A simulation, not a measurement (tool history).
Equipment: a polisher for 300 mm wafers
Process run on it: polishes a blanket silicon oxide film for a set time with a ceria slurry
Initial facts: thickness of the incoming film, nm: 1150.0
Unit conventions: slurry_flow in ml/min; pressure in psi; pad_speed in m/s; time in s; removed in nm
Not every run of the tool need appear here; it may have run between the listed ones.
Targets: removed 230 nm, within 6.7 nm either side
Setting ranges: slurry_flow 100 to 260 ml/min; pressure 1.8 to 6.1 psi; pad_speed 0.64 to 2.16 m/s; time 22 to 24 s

run	hour	slurry_flow	pressure	pad_speed	time	removed
1	0	165	3.9	1.4	24	167.38
2	7.4	170	4.1	1.4	24	177.8
3	8.5	175	4.3	1.4	24	184.67
4	13.1	175	4.3	1.2	24	169.34
5	19.6	175	5.2	1.2	24	198.69
6	23.6	135	5.2	1.2	24	193.75
7	25.2	140	5.3	1.2	24	199.83
8	30.2	145	5.4	1.2	24	203.23
9	37.8	150	5.5	1.2	24	207.72

Of the 4 settings listed for the next run, only one would bring every result within its allowed miss of target. Which one?
A	45.4	170	6.1	1.14	24	?
B	45.4	155	5.4	1.02	22	?
C	45.4	140	6.1	1.48	23	?
D	45.4	170	6	1.6	22	?

move	removed
A	228.15
B	172
C	245.47
D	251.52
A: every result within its allowed miss
B: the biggest miss grows against the last run
C: takes the biggest miss from the last run beyond its target
D: takes the biggest miss from the last run beyond its target
Correct choice: A, which meets every target
